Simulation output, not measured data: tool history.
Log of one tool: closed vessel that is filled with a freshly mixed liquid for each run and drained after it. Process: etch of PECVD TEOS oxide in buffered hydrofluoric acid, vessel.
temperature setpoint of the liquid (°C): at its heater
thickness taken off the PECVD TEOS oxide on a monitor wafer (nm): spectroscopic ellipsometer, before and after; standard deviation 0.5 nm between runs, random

run  hour  temperature setpoint of the liquid (°C)  parts of 40 % ammonium fluoride to one part of 49 % hydrofluoric acid (parts by volume)  time in the liquid (s)  thickness taken off the PECVD TEOS oxide on a monitor wafer (nm)
  1   0.0                                     22.0                                                                                     15.5                      30                                                            35.389
  2   5.8                                     19.5                                                                                     15.5                      30                                                            30.443
  3  14.6                                     21.0                                                                                     15.5                      30                                                            33.492
  4  20.6                                     19.0                                                                                     15.5                      30                                                            29.914
  5  26.6                                     19.0                                                                                     15.5                      30                                                            29.788
  6  27.8                                     21.0                                                                                     15.5                      30                                                            33.030
  7  34.3                                     22.5                                                                                     15.5                      30                                                            36.364
  8  37.3                                     23.5                                                                                     15.5                      30                                                            37.782

Estimate the outcome of run 9 from the log above:
  9  39.7                                     24.5                                                                                     15.5                      30                                                                 ?

Logged for run 9: thickness taken off the PECVD TEOS oxide on a monitor wafer (nm) 40.288.
